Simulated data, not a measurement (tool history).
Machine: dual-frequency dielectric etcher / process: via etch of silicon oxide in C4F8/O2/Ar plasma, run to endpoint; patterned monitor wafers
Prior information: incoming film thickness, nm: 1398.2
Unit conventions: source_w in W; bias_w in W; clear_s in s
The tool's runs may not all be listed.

| run | hour | source_w | bias_w | clear_s |
|---|---|---|---|---|
| 1 | 0 | 1820 | 1960 | 263.68 |
| 2 | 7.1 | 1820 | 1749 | 275.76 |
| 3 | 9 | 1940 | 1749 | 270.91 |
| 4 | 14.6 | 1940 | 1573 | 280.05 |
| 5 | 20.6 | 1880 | 1553 | 287.15 |
| 6 | 21.7 | 1880 | 1719 | 276.01 |
| 7 | 25.8 | 1820 | 1700 | 281.77 |
| 8 | 30 | 1770 | 1690 | 284.56 |
| 9 | 32.1 | 1720 | 1679 | 291.44 |
| 10 | 33.3 | 1690 | 1673 | 290.62 |
| 11 | 41.3 | 1650 | 1663 | 297.9 |
| 12 | 46.4 | 1650 | 1663 | 296.03 |
| 13 | 54.6 | 1620 | 1657 | 297.68 |
| 14 | 61.5 | 1620 | 1657 | 299.69 |
| 15 | 67.7 | 1600 | 1652 | 298.6 |
| 16 | 72.3 | 1570 | 1645 | 301.43 |

Estimate the outcome of run 17 from the log above:
| 17 | 77.8 | 1550 | 1639 | ? |

clear_s: 306.75 s

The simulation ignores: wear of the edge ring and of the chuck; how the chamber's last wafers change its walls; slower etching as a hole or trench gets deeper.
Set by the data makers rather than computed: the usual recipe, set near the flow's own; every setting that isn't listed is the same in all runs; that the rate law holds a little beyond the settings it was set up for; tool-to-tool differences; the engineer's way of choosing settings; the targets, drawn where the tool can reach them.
